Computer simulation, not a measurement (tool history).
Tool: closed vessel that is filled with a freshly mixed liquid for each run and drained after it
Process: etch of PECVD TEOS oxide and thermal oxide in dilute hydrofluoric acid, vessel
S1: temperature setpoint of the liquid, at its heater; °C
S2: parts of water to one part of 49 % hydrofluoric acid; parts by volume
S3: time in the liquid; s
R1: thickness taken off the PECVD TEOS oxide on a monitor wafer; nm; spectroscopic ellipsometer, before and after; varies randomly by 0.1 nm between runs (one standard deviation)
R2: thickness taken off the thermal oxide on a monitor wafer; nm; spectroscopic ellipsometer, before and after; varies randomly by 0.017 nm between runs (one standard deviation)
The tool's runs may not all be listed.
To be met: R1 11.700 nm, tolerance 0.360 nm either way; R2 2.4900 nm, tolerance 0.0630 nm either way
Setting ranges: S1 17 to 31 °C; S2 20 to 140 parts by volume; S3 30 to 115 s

run  hour  S1  S2  S3      R1      R2
  1   0.0  23  75  60  16.678  3.5435
  2   4.0  23  55  60  23.269  4.9449
  3   8.9  21  65  60  17.571  3.8027
  4  15.4  20  70  60  15.903  3.3691
  5  17.8  20  70  75  19.563  4.2160
  6  22.3  20  50  75  28.142  6.0597
  7  25.5  17  80  75  15.126  3.1845
  8  33.6  17  85  75  14.110  2.9662

Which one of the following 4 next-run settings gets every result inside its allowed miss? There is exactly one.
  A  41.7  31  50  30   ?   ?
  B  41.7  18  90  70   ?   ?
  C  41.7  17  95  70   ?   ?
  D  41.7  17  75  75   ?   ?

move      R1      R2
   A  17.660  3.7702
   B  12.848  2.7429
   C  11.607  2.4780
   D  16.091  3.4353
A: moves away from the targets compared with the last run
B: an improvement on the last run, though not all results are within tolerance
C: in spec on every target
D: moves away from the targets compared with the last run
C meets every target.
